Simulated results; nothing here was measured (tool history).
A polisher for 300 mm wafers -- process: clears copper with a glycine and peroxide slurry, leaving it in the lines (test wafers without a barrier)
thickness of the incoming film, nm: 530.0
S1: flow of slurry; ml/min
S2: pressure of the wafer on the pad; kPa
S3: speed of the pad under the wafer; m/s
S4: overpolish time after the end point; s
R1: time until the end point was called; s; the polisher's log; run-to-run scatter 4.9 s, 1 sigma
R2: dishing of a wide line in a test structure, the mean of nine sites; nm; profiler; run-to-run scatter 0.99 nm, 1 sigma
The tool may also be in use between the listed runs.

run  hour   S1    S2    S3  S4      R1      R2
  1   0.0  170  15.9  0.82  26  142.55  46.686
  2   6.3  150  15.9  0.82  26  146.18  48.348
  3  14.8  145  14.5  0.80  28  156.67  47.546
  4  17.8  140  13.1  0.76  31  174.38  47.112
  5  23.7  140  13.1  0.76  39  176.63  53.010
  6  26.0  140  13.1  0.76  34  175.73  49.040
  7  32.5  140  12.4  0.74  36  192.67  49.137
  8  34.7  140  11.7  0.74  37  195.82  48.642

Run 9 comes next. What will it give?
  9  36.2  135  7.6  0.64  47   ?   ?

Logged for run 9: R1 284.87 s, R2 44.640 nm.

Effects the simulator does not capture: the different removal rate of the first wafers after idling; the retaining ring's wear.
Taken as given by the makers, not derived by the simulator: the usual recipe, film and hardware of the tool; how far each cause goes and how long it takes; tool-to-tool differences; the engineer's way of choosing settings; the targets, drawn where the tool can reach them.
